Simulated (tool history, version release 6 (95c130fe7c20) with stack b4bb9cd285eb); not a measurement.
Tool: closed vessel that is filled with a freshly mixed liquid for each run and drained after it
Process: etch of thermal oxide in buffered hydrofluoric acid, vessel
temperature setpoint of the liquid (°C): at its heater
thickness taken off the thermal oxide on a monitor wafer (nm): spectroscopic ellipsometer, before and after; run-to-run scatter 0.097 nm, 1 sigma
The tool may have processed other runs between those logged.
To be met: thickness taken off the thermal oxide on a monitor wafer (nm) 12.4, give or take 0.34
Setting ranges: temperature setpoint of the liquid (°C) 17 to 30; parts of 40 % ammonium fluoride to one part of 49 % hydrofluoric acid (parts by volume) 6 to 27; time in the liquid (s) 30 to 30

run	day	temperature setpoint of the liquid (°C)	parts of 40 % ammonium fluoride to one part of 49 % hydrofluoric acid (parts by volume)	time in the liquid (s)	thickness taken off the thermal oxide on a monitor wafer (nm)
1	0	22	16.5	30	19.44
2	0.038	21.5	17	30	18.646
3	0.058	21	17.5	30	17.647
4	0.3	20.5	18	30	16.668
5	0.617	20.5	14	30	21.205
6	0.717	20.5	14	30	21.506
7	0.825	20	14.5	30	20.32
8	0.992	19.5	15	30	18.722

Next run, 4 choices. One meets every target within its allowed miss, the rest don't. Which?
A	1.158	19.5	19.5	30	?
B	1.158	21.5	8.5	30	?
C	1.158	18	21.5	30	?
D	1.158	21	8	30	?

move	thickness taken off the thermal oxide on a monitor wafer (nm)
A	14.372
B	35.195
C	12.248
D	36.558
A: nearer than the last run, and not there yet
B: its largest miss is bigger than the last run's
C: all results in spec
D: its largest miss is bigger than the last run's
So the answer is move C, the one that meets all the targets.

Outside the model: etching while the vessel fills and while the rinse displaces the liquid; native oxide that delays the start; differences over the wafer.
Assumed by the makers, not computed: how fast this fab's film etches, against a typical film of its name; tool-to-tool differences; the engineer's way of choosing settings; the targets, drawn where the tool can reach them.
